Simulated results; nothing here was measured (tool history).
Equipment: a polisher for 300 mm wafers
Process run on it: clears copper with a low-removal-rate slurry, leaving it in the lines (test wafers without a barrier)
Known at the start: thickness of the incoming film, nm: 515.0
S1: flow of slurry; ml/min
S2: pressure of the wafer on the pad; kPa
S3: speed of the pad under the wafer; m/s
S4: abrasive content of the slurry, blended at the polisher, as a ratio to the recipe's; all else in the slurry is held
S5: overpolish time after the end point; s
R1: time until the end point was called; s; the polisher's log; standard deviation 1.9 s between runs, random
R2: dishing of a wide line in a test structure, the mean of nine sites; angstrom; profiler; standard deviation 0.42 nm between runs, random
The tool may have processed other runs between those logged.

run,hour,S1,S2,S3,S4,S5,R1,R2
1,0.0,145,28.3,0.84,1.0,18,152.33,409.31
2,5.5,150,29.6,0.84,1.0,16,145.28,386.64
3,9.7,155,31.0,0.84,1.0,15,136.43,382.75
4,11.3,155,35.2,0.84,1.0,15,122.40,427.86
5,14.3,160,35.2,0.84,1.0,14,120.61,402.38
6,22.6,160,35.2,0.84,1.0,21,118.58,548.46
7,23.8,165,35.2,0.84,1.0,19,118.24,518.37
8,32.1,170,35.2,0.84,1.0,17,121.33,481.87

Predict the results of run 9:
9,37.1,155,35.2,0.84,1.0,16,?,?

{"run 9": {"R1": 118.73, "R2": 448.94}}
